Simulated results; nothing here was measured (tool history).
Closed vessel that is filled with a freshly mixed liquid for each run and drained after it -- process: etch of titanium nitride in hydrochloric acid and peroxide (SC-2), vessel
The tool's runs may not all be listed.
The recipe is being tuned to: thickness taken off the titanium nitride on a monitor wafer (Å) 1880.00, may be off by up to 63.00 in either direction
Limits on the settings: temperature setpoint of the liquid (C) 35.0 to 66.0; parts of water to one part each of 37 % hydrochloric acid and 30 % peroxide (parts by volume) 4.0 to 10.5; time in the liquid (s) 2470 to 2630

run,day,temperature setpoint of the liquid (C),parts of water to one part each of 37 % hydrochloric acid and 30 % peroxide (parts by volume),time in the liquid (s),thickness taken off the titanium nitride on a monitor wafer (Å)
1,0.000,50.0,5.5,2470,942.53
2,0.242,56.0,5.5,2470,1360.30
3,0.567,56.0,4.5,2470,1577.50
4,0.679,56.5,4.5,2470,1628.30
5,1.033,51.5,4.5,2470,1176.00
6,1.133,51.5,4.0,2470,1264.40
7,1.471,52.0,4.0,2470,1306.40
8,1.604,52.5,4.0,2470,1367.10
9,1.908,53.0,4.0,2470,1399.00
10,2.096,53.5,4.0,2470,1445.90
11,2.217,54.0,4.0,2470,1494.30
12,2.550,54.5,4.0,2470,1554.00
13,2.879,54.5,4.0,2470,1565.80
14,2.992,55.0,4.0,2470,1633.00
15,3.308,56.0,4.0,2470,1691.90

Consider the 4 candidate settings below. Which is the only one whose results all fall within their allowed miss of target?
A,3.625,54.0,4.0,2530,?
B,3.625,53.5,4.0,2470,?
C,3.625,56.5,4.0,2600,?
D,3.625,55.0,4.0,2630,?

move,thickness taken off the titanium nitride on a monitor wafer (Å)
A,1552.60
B,1467.20
C,1875.00
D,1722.10
A: the biggest miss grows against the last run
B: the biggest miss grows against the last run
C: every result lands within tolerance
D: nearer than the last run, and not there yet
Answer: C

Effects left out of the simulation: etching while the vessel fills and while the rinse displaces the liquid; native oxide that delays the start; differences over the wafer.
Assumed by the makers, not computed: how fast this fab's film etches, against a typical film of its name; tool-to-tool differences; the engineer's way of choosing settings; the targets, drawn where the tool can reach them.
